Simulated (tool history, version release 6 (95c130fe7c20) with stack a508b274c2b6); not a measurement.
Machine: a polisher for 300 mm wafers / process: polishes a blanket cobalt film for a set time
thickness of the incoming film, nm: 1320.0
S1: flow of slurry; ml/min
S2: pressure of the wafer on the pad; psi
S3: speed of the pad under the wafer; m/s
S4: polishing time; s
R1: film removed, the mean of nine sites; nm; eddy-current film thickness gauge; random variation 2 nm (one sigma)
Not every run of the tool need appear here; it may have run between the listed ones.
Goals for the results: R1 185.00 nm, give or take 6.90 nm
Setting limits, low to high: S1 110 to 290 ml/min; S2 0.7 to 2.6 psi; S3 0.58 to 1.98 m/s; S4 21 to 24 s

run	hour	S1	S2	S3	S4	R1
1	0.0	185	1.6	1.28	24	105.31
2	8.6	190	1.9	1.28	24	123.73
3	10.8	190	2.2	1.28	24	141.12
4	14.8	195	2.3	1.30	24	153.65
5	17.1	195	2.5	1.30	24	164.87
6	17.9	195	2.5	1.54	24	197.83
# hour 24.9: worn pad replaced by a new one
7	24.9	190	2.4	1.54	24	194.36
8	26.4	190	2.4	1.54	24	193.62
9	32.8	190	2.4	1.54	24	197.24

Of the 4 settings listed for the next run, only one would bring every result within its allowed miss of target. Which one?
A	39.2	195	2.5	1.72	24	?
B	39.2	155	2.6	1.70	22	?
C	39.2	245	2.4	1.62	21	?
D	39.2	190	2.6	1.56	24	?

move	R1
A	226.35
B	205.05
C	184.92
D	213.01
A: further off than the last run
B: further off than the last run
C: each result inside its tolerance
D: further off than the last run
Move C is the one to make.

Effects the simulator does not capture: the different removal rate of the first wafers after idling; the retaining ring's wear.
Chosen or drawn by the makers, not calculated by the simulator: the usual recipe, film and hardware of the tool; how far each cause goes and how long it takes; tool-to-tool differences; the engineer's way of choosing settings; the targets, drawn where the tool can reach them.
